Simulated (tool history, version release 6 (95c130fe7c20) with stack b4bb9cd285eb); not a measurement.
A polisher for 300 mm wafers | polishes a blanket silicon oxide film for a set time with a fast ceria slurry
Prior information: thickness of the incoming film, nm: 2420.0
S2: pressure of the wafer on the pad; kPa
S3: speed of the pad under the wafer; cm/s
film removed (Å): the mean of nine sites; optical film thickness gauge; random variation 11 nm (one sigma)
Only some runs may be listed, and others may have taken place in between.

run 1 hour=0.0 | flow_of_slurry_(ml/min)=285 S2=20.7 S3=124 polishing_time_(s)=57 | film_removed_(Å)=13519
run 2 hour=0.8 | flow_of_slurry_(ml/min)=285 S2=24.1 S3=124 polishing_time_(s)=57 | film_removed_(Å)=16057
run 3 hour=5.4 | flow_of_slurry_(ml/min)=285 S2=26.2 S3=124 polishing_time_(s)=57 | film_removed_(Å)=17424
run 4 hour=13.6 | flow_of_slurry_(ml/min)=285 S2=24.8 S3=124 polishing_time_(s)=57 | film_removed_(Å)=16459
run 5 hour=18.4 | flow_of_slurry_(ml/min)=285 S2=23.4 S3=124 polishing_time_(s)=57 | film_removed_(Å)=15363
run 6 hour=20.2 | flow_of_slurry_(ml/min)=285 S2=22.8 S3=124 polishing_time_(s)=57 | film_removed_(Å)=15368
-- hour=21.3 slurry nozzle cleaned
run 7 hour=21.3 | flow_of_slurry_(ml/min)=285 S2=21.4 S3=124 polishing_time_(s)=57 | film_removed_(Å)=14798

Run 8, settings as shown, results not yet in. Your forecast:
run 8 hour=26.1 | flow_of_slurry_(ml/min)=285 S2=20.0 S3=124 polishing_time_(s)=57 | film_removed_(Å)=?

Run 8 yielded film removed (Å) 13951.
